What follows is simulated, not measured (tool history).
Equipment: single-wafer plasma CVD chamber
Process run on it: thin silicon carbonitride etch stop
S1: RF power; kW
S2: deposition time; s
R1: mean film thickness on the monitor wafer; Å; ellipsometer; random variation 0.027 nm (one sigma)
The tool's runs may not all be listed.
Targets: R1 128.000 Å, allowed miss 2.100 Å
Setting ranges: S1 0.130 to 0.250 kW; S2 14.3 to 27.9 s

| run | hour | S1 | S2 | R1 |
|---|---|---|---|---|
| 1 | 0.0 | 0.190 | 21.1 | 114.770 |
| 2 | 7.4 | 0.190 | 19.6 | 106.800 |
| 3 | 16.3 | 0.195 | 19.9 | 109.470 |
| 4 | 18.3 | 0.195 | 17.3 | 94.795 |
| 5 | 20.9 | 0.200 | 17.9 | 98.793 |
| 6 | 24.4 | 0.205 | 18.5 | 102.760 |
| 7 | 33.0 | 0.210 | 19.0 | 106.000 |
| 8 | 41.7 | 0.215 | 19.4 | 108.570 |
| 9 | 42.4 | 0.245 | 22.7 | 130.660 |

4 candidate next runs follow, results not yet known. Just one meets every target within its allowed miss. Identify it.
| A | 43.1 | 0.245 | 23.7 | ? |
| B | 43.1 | 0.250 | 23.1 | ? |
| C | 43.1 | 0.240 | 23.3 | ? |
| D | 43.1 | 0.215 | 22.9 | ? |

| move | R1 |
|---|---|
| A | 136.750 |
| B | 133.890 |
| C | 133.830 |
| D | 128.420 |
A: moves away from the targets compared with the last run
B: moves away from the targets compared with the last run
C: moves away from the targets compared with the last run
D: every result lands within tolerance
D meets every target.
